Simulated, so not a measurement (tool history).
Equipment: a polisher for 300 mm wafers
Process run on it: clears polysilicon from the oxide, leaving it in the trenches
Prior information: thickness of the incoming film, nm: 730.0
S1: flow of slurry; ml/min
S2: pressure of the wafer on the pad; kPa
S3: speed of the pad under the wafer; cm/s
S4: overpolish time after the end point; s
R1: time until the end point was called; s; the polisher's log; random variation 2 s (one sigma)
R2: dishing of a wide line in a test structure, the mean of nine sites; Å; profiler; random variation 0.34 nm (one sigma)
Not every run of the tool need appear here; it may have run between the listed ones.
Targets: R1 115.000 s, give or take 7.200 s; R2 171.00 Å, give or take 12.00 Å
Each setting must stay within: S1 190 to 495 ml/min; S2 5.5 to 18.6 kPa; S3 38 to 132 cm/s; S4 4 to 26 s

| run | hour | S1 | S2 | S3 | S4 | R1 | R2 |
|---|---|---|---|---|---|---|---|
| 1 | 0.0 | 320 | 11.7 | 84 | 13 | 87.439 | 269.82 |
| 2 | 1.5 | 320 | 11.7 | 104 | 13 | 68.823 | 281.65 |
| 3 | 7.5 | 360 | 11.7 | 104 | 13 | 71.017 | 279.46 |
| 4 | 13.5 | 360 | 13.8 | 104 | 13 | 58.310 | 293.93 |
| 5 | 18.3 | 340 | 12.4 | 104 | 12 | 64.691 | 282.29 |
| 6 | 21.1 | 340 | 15.2 | 104 | 12 | 56.135 | 280.69 |
| 7 | 23.0 | 320 | 15.2 | 96 | 11 | 60.359 | 290.16 |
| 8 | 29.6 | 340 | 13.8 | 96 | 10 | 65.040 | 274.19 |
| 9 | 36.6 | 360 | 12.4 | 94 | 9 | 72.310 | 267.27 |
| 10 | 43.1 | 375 | 11.7 | 92 | 8 | 75.278 | 255.67 |
| 11 | 47.2 | 390 | 11.0 | 90 | 7 | 82.823 | 237.88 |
| 12 | 50.1 | 405 | 10.3 | 90 | 7 | 88.167 | 231.80 |
|  | 58.4 | slurry nozzle cleaned |
| 13 | 58.4 | 415 | 9.7 | 90 | 7 | 89.552 | 235.91 |
| 14 | 65.9 | 415 | 9.7 | 90 | 7 | 90.205 | 234.02 |
| 15 | 68.4 | 420 | 6.2 | 86 | 4 | 132.930 | 138.44 |
| 16 | 77.3 | 425 | 6.2 | 86 | 4 | 133.970 | 141.87 |
| 17 | 78.3 | 430 | 6.2 | 86 | 4 | 125.600 | 134.36 |
| 18 | 84.7 | 435 | 6.2 | 86 | 4 | 127.720 | 135.15 |
| 19 | 92.0 | 440 | 6.2 | 86 | 4 | 127.720 | 133.14 |
| 20 | 96.8 | 400 | 7.6 | 88 | 10 | 111.330 | 247.44 |
| 21 | 102.1 | 390 | 7.6 | 88 | 10 | 109.550 | 241.82 |
| 22 | 106.9 | 380 | 7.6 | 88 | 10 | 109.900 | 238.28 |
| 23 | 111.2 | 290 | 7.6 | 88 | 4 | 109.620 | 152.87 |

Pick the move, out of 5, that brings all results within their allowed miss; only one does.
| A | 115.5 | 315 | 9.0 | 76 | 5 | ? | ? |
| B | 115.5 | 395 | 6.9 | 92 | 4 | ? | ? |
| C | 115.5 | 305 | 7.6 | 102 | 4 | ? | ? |
| D | 115.5 | 320 | 6.2 | 112 | 4 | ? | ? |
| E | 115.5 | 315 | 7.6 | 102 | 4 | ? | ? |

| move | R1 | R2 |
|---|---|---|
| A | 111.210 | 170.54 |
| B | 110.810 | 147.87 |
| C | 95.109 | 163.55 |
| D | 100.050 | 158.30 |
| E | 94.880 | 163.80 |
A: every result lands within tolerance
B: lands further from the targets than the last run did
C: corrects the largest miss of the last run, while another result sits out of spec
D: lands further from the targets than the last run did
E: corrects the largest miss of the last run, while another result sits out of spec
A is the move that brings every result within its allowed miss.
